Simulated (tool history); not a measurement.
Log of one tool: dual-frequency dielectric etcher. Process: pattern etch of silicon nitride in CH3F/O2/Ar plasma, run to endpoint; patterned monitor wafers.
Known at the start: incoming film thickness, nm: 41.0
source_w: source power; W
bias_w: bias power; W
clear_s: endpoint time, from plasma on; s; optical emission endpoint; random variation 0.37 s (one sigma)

run,day,source_w,bias_w,clear_s
1,0,310,60,73.419
2,0.212,290,58,77.547
3,0.521,270,58,79.45
4,0.625,260,58,81.498
5,0.975,310,58,73.855
6,1.029,260,58,80.951
7,1.333,250,58,83.097

Forecast run 8:
8,1.404,240,58,?

Run 8 gave clear_s 84.836 s.

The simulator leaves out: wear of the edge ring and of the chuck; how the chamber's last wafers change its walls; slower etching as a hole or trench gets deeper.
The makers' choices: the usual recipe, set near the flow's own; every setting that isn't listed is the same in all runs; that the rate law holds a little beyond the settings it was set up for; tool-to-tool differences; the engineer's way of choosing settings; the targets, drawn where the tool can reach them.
